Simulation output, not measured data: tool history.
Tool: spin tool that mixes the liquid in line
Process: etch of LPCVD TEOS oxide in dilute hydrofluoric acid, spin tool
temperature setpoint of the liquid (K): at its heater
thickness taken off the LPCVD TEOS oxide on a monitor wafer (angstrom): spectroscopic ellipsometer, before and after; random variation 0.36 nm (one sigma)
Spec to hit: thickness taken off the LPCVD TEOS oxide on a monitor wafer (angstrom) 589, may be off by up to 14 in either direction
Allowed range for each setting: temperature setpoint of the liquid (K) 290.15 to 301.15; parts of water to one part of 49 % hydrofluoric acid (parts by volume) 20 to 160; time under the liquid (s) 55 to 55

run  hour  temperature setpoint of the liquid (K)  parts of water to one part of 49 % hydrofluoric acid (parts by volume)  time under the liquid (s)  thickness taken off the LPCVD TEOS oxide on a monitor wafer (angstrom)
  1     0                                  293.15                                                                      90                         55                                                                  293.22
  2   4.8                                  295.65                                                                      80                         55                                                                  368.98
  3   7.3                                  292.15                                                                      80                         55                                                                  316.96
  4  13.9                                  292.15                                                                      80                         55                                                                  317.79
  5  18.3                                  294.65                                                                      75                         55                                                                  378.33
  6    23                                  296.65                                                                      70                         55                                                                  439.89
  7  27.4                                  298.15                                                                      65                         55                                                                  512.27
  8  29.3                                  301.15                                                                      65                         55                                                                  576.66
  9  30.4                                  300.65                                                                      65                         55                                                                  563.74
 10  38.5                                  300.65                                                                      65                         55                                                                   563.6
 11  42.9                                  301.15                                                                      65                         55                                                                  564.79
 12    44                                  301.15                                                                      65                         55                                                                  564.75
 13  46.4                                  301.15                                                                      60                         55                                                                  623.82
 14  48.9                                  300.65                                                                      60                         55                                                                  614.29
 15  51.6                                  300.65                                                                      60                         55                                                                  613.92

Below are 5 possible settings for the next run. Only one of them brings all results inside the allowed miss of their targets. Which is it?
  A  54.3                                  300.15                                                                      55                         55                                                                       ?
  B  54.3                                  301.15                                                                      60                         55                                                                       ?
  C  54.3                                  299.65                                                                      55                         55                                                                       ?
  D  54.3                                  299.15                                                                      55                         55                                                                       ?
  E  54.3                                  299.65                                                                      60                         55                                                                       ?

move  thickness taken off the LPCVD TEOS oxide on a monitor wafer (angstrom)
   A                                                                  655.43
   B                                                                  620.73
   C                                                                  642.42
   D                                                                  629.62
   E                                                                  584.79
A: the biggest miss grows against the last run
B: the biggest miss grows against the last run
C: the biggest miss grows against the last run
D: the biggest miss grows against the last run
E: in spec on every target
E meets every target.
